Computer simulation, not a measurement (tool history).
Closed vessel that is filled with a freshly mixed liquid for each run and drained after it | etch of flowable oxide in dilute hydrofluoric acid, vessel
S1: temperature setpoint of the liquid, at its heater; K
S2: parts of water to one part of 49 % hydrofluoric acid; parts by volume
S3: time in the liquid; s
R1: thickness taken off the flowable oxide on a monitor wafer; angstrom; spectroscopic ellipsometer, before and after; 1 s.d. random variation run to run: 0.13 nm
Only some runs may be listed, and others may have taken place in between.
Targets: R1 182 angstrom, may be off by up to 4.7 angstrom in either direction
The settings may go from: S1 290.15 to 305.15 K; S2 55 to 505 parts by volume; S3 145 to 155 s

run,hour,S1,S2,S3,R1
1,0,297.15,280,145,91.066
2,8.3,297.15,280,145,91.412
3,14.7,297.15,225,145,118.92
4,19.4,297.15,225,155,129.01
5,20.8,299.15,220,155,142.2
6,26.8,300.65,215,155,152.76
7,27.5,300.65,215,155,154.03
8,33.8,301.65,215,155,159.98
9,38.5,302.65,215,155,164.91
10,44.4,303.15,215,155,167.33
11,46.8,303.65,215,155,172.74
12,49.2,303.65,215,155,171.51
13,49.8,304.15,215,155,174.92

Which single option among these 4 for the next run brings every result within its allowed miss of target? Just one does.
A,50.4,303.15,215,155,?
B,50.4,304.15,225,155,?
C,50.4,304.65,210,145,?
D,50.4,302.15,195,155,?

move,R1
A,168.73
B,164.78
C,171.09
D,184.1
A: the biggest miss grows against the last run
B: the biggest miss grows against the last run
C: the biggest miss grows against the last run
D: in spec on every target
D is the move that brings every result within its allowed miss.
